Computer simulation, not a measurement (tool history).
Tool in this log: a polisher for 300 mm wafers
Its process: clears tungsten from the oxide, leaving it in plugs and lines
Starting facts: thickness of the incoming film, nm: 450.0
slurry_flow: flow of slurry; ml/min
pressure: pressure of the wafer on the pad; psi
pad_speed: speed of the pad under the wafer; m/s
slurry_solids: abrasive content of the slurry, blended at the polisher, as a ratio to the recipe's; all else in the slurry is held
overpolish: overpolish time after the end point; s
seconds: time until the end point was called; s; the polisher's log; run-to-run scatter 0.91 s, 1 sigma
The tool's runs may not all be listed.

| run | day | slurry_flow | pressure | pad_speed | slurry_solids | overpolish | seconds |
|---|---|---|---|---|---|---|---|
| 1 | 0.000 | 140 | 2.7 | 1.30 | 1.0 | 50 | 104.43 |
| 2 | 0.192 | 140 | 2.3 | 1.30 | 1.0 | 50 | 122.24 |
| 3 | 0.233 | 140 | 2.3 | 1.30 | 1.0 | 53 | 124.27 |
| 4 | 0.508 | 140 | 2.5 | 1.30 | 1.0 | 53 | 116.69 |
| 5 | 0.650 | 115 | 2.5 | 1.30 | 1.0 | 53 | 119.32 |
| 6 | 0.850 | 115 | 2.1 | 1.30 | 1.0 | 53 | 138.92 |
| 7 | 0.950 | 115 | 2.3 | 1.32 | 1.0 | 53 | 128.44 |

Run 8 comes next. What will it give?
| 8 | 1.062 | 120 | 2.5 | 1.32 | 1.0 | 53 | ? |

seconds: 119.28 s

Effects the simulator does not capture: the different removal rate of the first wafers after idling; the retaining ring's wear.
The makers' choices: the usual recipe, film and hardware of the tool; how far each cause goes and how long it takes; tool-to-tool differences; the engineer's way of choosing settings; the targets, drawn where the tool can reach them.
